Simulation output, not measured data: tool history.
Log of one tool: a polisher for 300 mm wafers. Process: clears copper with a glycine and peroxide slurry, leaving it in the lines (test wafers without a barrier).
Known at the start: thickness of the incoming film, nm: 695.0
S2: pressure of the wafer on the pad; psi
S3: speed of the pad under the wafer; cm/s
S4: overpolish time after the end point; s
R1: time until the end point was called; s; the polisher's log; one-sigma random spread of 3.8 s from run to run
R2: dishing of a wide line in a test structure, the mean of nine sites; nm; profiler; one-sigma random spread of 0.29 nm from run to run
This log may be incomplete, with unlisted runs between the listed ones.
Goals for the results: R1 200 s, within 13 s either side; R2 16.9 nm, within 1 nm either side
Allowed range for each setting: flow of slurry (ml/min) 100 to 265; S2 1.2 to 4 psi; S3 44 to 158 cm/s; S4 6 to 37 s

Run 1, hour 0: flow of slurry (ml/min) 170, S2 2.6 psi, S3 100 cm/s, S4 19 s. Result: R1 143.57 s, R2 63.629 nm.
Run 2, hour 2.5: flow of slurry (ml/min) 170, S2 2 psi, S3 100 cm/s, S4 19 s. Result: R1 161.43 s, R2 57.876 nm.
Run 3, hour 4.6: flow of slurry (ml/min) 155, S2 1.8 psi, S3 94 cm/s, S4 16 s. Result: R1 188.17 s, R2 44.162 nm.
Run 4, hour 8: flow of slurry (ml/min) 155, S2 2.4 psi, S3 94 cm/s, S4 16 s. Result: R1 162.39 s, R2 52.11 nm.
Run 5, hour 11.4: flow of slurry (ml/min) 155, S2 2.7 psi, S3 94 cm/s, S4 16 s. Result: R1 144.83 s, R2 53.66 nm.
Run 6, hour 14: flow of slurry (ml/min) 170, S2 2.7 psi, S3 94 cm/s, S4 16 s. Result: R1 148.35 s, R2 55.104 nm.
Run 7, hour 15.7: flow of slurry (ml/min) 155, S2 2.4 psi, S3 92 cm/s, S4 14 s. Result: R1 163.52 s, R2 45.594 nm.
Run 8, hour 22.9: flow of slurry (ml/min) 145, S2 2.2 psi, S3 90 cm/s, S4 12 s. Result: R1 183.51 s, R2 37.051 nm.

Exactly one of the 4 candidate moves below puts every result within its allowed miss. Which one?
Run A, hour 30.1: flow of slurry (ml/min) 130, S2 2.3 psi, S3 76 cm/s, S4 6 s. Result: R1 ?, R2 ?.
Run B, hour 30.1: flow of slurry (ml/min) 145, S2 2.4 psi, S3 70 cm/s, S4 23 s. Result: R1 ?, R2 ?.
Run C, hour 30.1: flow of slurry (ml/min) 200, S2 2.8 psi, S3 74 cm/s, S4 18 s. Result: R1 ?, R2 ?.
Run D, hour 30.1: flow of slurry (ml/min) 125, S2 2.2 psi, S3 102 cm/s, S4 19 s. Result: R1 ?, R2 ?.

move      R1      R2
   A  198.73  17.067
   B  202.08  57.312
   C  169.23  54.196
   D   163.2  57.528
A: every result within its allowed miss
B: misses by more than the last run did
C: misses by more than the last run did
D: misses by more than the last run did
The right move is A.
